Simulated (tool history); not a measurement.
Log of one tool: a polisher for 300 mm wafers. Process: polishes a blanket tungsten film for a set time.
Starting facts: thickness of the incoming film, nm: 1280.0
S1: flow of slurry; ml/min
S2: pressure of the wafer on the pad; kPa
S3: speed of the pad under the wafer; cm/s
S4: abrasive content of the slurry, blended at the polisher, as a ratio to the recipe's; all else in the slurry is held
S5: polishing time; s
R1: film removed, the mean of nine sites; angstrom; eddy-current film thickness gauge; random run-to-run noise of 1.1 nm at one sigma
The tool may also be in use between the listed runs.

| run | hour | S1 | S2 | S3 | S4 | S5 | R1 |
|---|---|---|---|---|---|---|---|
| 1 | 0 | 270 | 26.2 | 136 | 1 | 28 | 1568.2 |
| 2 | 7.5 | 270 | 22.1 | 132 | 1 | 28 | 1266.8 |
| 3 | 14.7 | 270 | 19.3 | 130 | 1 | 28 | 1108.2 |
| 4 | 18.6 | 270 | 19.3 | 130 | 1.1 | 28 | 1144.8 |
| 5 | 26.3 | 270 | 17.2 | 130 | 1.1 | 28 | 1018.1 |
| 6 | 27.8 | 270 | 15.9 | 130 | 1.1 | 28 | 964.39 |

The next listed run, before its measurement:
| 7 | 34.5 | 270 | 15.9 | 130 | 1.1 | 28 | ? |

For run 7 the tool returned R1 937.43 angstrom.

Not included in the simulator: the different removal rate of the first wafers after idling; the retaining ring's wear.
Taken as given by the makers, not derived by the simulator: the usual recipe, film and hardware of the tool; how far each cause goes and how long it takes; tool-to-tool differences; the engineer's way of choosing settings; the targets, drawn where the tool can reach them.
